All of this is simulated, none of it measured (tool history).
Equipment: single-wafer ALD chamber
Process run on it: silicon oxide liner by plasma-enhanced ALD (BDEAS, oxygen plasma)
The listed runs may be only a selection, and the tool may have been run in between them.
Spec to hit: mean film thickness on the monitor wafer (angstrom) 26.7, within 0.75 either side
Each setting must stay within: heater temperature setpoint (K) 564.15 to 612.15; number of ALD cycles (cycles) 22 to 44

run,hour,heater temperature setpoint (K),number of ALD cycles (cycles),mean film thickness on the monitor wafer (angstrom)
1,0,588.15,33,30.846
2,7.1,580.15,33,31.318
3,12.4,588.15,33,30.863
4,14.4,584.15,33,31.169
5,17.1,584.15,37,34.742
6,22.8,584.15,41,38.634
7,30.7,585.15,39,36.808
8,35.3,585.15,38,35.993
9,40.9,585.15,37,34.97
10,43.2,585.15,36,34.039
11,49.5,585.15,35,33.153
12,56,587.15,30,28.314

Exercise: of the 4 proposed moves below, exactly one satisfies all targets within the stated allowed misses. Which move is it?
A,62.5,611.15,33,?
B,62.5,584.15,28,?
C,62.5,594.15,32,?
D,62.5,583.15,31,?

move,mean film thickness on the monitor wafer (angstrom)
A,30.02
B,26.488
C,29.842
D,29.368
A: the biggest miss grows against the last run
B: all results land within tolerance of their targets
C: the biggest miss grows against the last run
D: the biggest miss grows against the last run
Move B is the one to make.

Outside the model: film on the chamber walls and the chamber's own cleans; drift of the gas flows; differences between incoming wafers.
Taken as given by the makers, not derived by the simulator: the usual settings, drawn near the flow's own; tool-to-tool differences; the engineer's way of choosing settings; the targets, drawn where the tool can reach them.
